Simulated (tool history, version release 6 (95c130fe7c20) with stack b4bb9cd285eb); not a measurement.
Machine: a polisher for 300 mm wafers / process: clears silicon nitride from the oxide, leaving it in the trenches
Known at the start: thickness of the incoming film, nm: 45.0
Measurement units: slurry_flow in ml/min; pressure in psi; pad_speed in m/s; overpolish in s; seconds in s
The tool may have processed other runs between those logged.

| run | hour | slurry_flow | pressure | pad_speed | overpolish | seconds |
|---|---|---|---|---|---|---|
| 1 | 0 | 170 | 1.9 | 0.88 | 6 | 75.352 |
| 2 | 4.3 | 195 | 1.9 | 0.88 | 6 | 73.614 |
| 3 | 6.8 | 195 | 1.9 | 0.74 | 6 | 85.26 |
| 4 | 8 | 225 | 1.9 | 0.74 | 6 | 82.893 |
| 5 | 16.8 | 225 | 1.9 | 0.74 | 5 | 81.637 |
| 6 | 23.9 | 225 | 1.9 | 0.66 | 5 | 87.742 |
| 7 | 27.5 | 225 | 2.2 | 0.68 | 5 | 74.444 |
| 8 | 35.8 | 225 | 2.2 | 0.68 | 5 | 77.973 |

Run 9 is up next; what results do you expect?
| 9 | 38.7 | 225 | 2.5 | 0.72 | 5 | ? |

For run 9 the tool returned seconds 65.679 s.
